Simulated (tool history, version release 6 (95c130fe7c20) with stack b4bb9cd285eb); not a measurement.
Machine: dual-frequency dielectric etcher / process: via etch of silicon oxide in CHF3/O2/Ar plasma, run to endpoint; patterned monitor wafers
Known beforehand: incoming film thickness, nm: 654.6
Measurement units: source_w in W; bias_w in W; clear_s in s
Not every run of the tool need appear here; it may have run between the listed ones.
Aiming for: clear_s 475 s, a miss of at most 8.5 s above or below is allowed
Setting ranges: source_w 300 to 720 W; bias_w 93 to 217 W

| run | hour | source_w | bias_w | clear_s |
|---|---|---|---|---|
| 1 | 0 | 510 | 155 | 405.54 |
| 2 | 2.2 | 510 | 129 | 432.66 |
| 3 | 4.7 | 480 | 128 | 443.24 |
| 4 | 10.1 | 480 | 149 | 422.1 |
| 5 | 15.7 | 450 | 147 | 442.74 |
| 6 | 17.7 | 450 | 170 | 415.59 |
| 7 | 21.2 | 420 | 169 | 436.62 |
| 8 | 23.7 | 400 | 168 | 447.98 |
| 9 | 31.3 | 390 | 168 | 453.51 |
| 10 | 39.3 | 380 | 168 | 461.15 |
| 11 | 42.3 | 340 | 166 | 493.24 |
| 12 | 43.8 | 350 | 166 | 487.05 |
| 13 | 48 | 380 | 168 | 460.49 |

Which of these 4 next moves meets every target?
| A | 52.2 | 360 | 153 | ? |
| B | 52.2 | 370 | 180 | ? |
| C | 52.2 | 420 | 157 | ? |
| D | 52.2 | 330 | 192 | ? |

| move | clear_s |
|---|---|
| A | 492.85 |
| B | 456.55 |
| C | 447.25 |
| D | 476.76 |
A: pushes the last run's worst result past its target
B: misses by more than the last run did
C: misses by more than the last run did
D: in spec on every target
Correct choice: D, which meets every target
